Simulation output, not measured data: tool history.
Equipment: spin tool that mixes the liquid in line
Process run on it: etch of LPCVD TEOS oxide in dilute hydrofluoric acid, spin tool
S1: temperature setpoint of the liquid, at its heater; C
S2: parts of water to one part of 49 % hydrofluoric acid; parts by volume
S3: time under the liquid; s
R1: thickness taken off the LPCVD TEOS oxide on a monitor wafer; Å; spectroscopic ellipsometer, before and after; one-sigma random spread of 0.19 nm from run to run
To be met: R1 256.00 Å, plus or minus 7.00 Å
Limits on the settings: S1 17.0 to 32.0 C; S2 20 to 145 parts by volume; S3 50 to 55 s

Run 1, hour 0.0: S1 24.0 C, S2 80 parts by volume, S3 50 s. Result: R1 371.30 Å.
Run 2, hour 2.6: S1 23.0 C, S2 80 parts by volume, S3 50 s. Result: R1 353.10 Å.
Run 3, hour 6.1: S1 22.5 C, S2 80 parts by volume, S3 50 s. Result: R1 349.15 Å.
Run 4, hour 13.7: S1 24.0 C, S2 80 parts by volume, S3 50 s. Result: R1 374.20 Å.
Run 5, hour 20.6: S1 23.0 C, S2 80 parts by volume, S3 50 s. Result: R1 358.88 Å.
Run 6, hour 26.6: S1 23.0 C, S2 80 parts by volume, S3 55 s. Result: R1 391.52 Å.
Run 7, hour 34.8: S1 22.5 C, S2 80 parts by volume, S3 55 s. Result: R1 382.75 Å.
Run 8, hour 37.1: S1 22.0 C, S2 80 parts by volume, S3 55 s. Result: R1 379.27 Å.
Run 9, hour 40.3: S1 21.5 C, S2 80 parts by volume, S3 55 s. Result: R1 375.05 Å.
Run 10, hour 41.6: S1 21.5 C, S2 80 parts by volume, S3 55 s. Result: R1 370.81 Å.
Run 11, hour 47.2: S1 21.0 C, S2 80 parts by volume, S3 55 s. Result: R1 363.03 Å.

Exactly one of the 5 candidate moves below puts every result within its allowed miss. Which one?
Run A, hour 52.8: S1 17.0 C, S2 100 parts by volume, S3 55 s. Result: R1 ?.
Run B, hour 52.8: S1 19.5 C, S2 90 parts by volume, S3 50 s. Result: R1 ?.
Run C, hour 52.8: S1 26.0 C, S2 60 parts by volume, S3 55 s. Result: R1 ?.
Run D, hour 52.8: S1 21.0 C, S2 100 parts by volume, S3 50 s. Result: R1 ?.
Run E, hour 52.8: S1 20.5 C, S2 90 parts by volume, S3 50 s. Result: R1 ?.

move      R1
   A  238.40
   B  270.27
   C  603.49
   D  255.80
   E  281.68
A: the result that was furthest off in the last run now lies on the other side of its target
B: closer than the last run, but not yet in spec
C: its largest miss is bigger than the last run's
D: in spec on every target
E: closer than the last run, but not yet in spec
D meets every target.
